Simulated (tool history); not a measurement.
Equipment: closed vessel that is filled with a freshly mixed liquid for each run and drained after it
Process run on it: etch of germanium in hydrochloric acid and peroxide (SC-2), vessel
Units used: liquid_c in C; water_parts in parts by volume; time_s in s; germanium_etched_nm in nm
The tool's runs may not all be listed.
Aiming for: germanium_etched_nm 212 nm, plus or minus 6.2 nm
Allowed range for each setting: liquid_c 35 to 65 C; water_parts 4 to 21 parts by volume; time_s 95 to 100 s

{"run": 1, "hour": 0.0, "liquid_c": 49, "water_parts": 11.5, "time_s": 95, "germanium_etched_nm": 264.39}
{"run": 2, "hour": 6.2, "liquid_c": 49, "water_parts": 11.5, "time_s": 100, "germanium_etched_nm": 276.34}
{"run": 3, "hour": 7.0, "liquid_c": 46.5, "water_parts": 11.5, "time_s": 100, "germanium_etched_nm": 256.11}
{"run": 4, "hour": 8.5, "liquid_c": 46.5, "water_parts": 11.5, "time_s": 100, "germanium_etched_nm": 253.56}
{"run": 5, "hour": 13.5, "liquid_c": 52, "water_parts": 11.5, "time_s": 100, "germanium_etched_nm": 301.66}
{"run": 6, "hour": 18.1, "liquid_c": 52, "water_parts": 11.5, "time_s": 100, "germanium_etched_nm": 306.88}
{"run": 7, "hour": 24.9, "liquid_c": 48.5, "water_parts": 12, "time_s": 100, "germanium_etched_nm": 273.14}
{"run": 8, "hour": 32.6, "liquid_c": 46, "water_parts": 12, "time_s": 100, "germanium_etched_nm": 250.99}
{"run": 9, "hour": 37.0, "liquid_c": 44.5, "water_parts": 12, "time_s": 100, "germanium_etched_nm": 239.54}
{"run": 10, "hour": 37.8, "liquid_c": 43.5, "water_parts": 12, "time_s": 100, "germanium_etched_nm": 230.1}
{"run": 11, "hour": 42.0, "liquid_c": 43, "water_parts": 12, "time_s": 100, "germanium_etched_nm": 227.64}
{"run": 12, "hour": 47.9, "liquid_c": 42.5, "water_parts": 12, "time_s": 100, "germanium_etched_nm": 225.1}
{"run": 13, "hour": 49.9, "liquid_c": 42, "water_parts": 12, "time_s": 100, "germanium_etched_nm": 218.72}

4 candidate next runs follow, results not yet known. Just one meets every target within its allowed miss. Identify it.
{"run": "A", "hour": 51.9, "liquid_c": 42.5, "water_parts": 12.5, "time_s": 95, "germanium_etched_nm": "?"}
{"run": "B", "hour": 51.9, "liquid_c": 44.5, "water_parts": 12.5, "time_s": 95, "germanium_etched_nm": "?"}
{"run": "C", "hour": 51.9, "liquid_c": 46, "water_parts": 10, "time_s": 95, "germanium_etched_nm": "?"}
{"run": "D", "hour": 51.9, "liquid_c": 42.5, "water_parts": 9, "time_s": 100, "germanium_etched_nm": "?"}

move=A germanium_etched_nm=211.18
move=B germanium_etched_nm=225.4
move=C germanium_etched_nm=242.04
move=D germanium_etched_nm=229.07
A: all results in spec
B: lands further from the targets than the last run did
C: lands further from the targets than the last run did
D: lands further from the targets than the last run did
The right move is A.
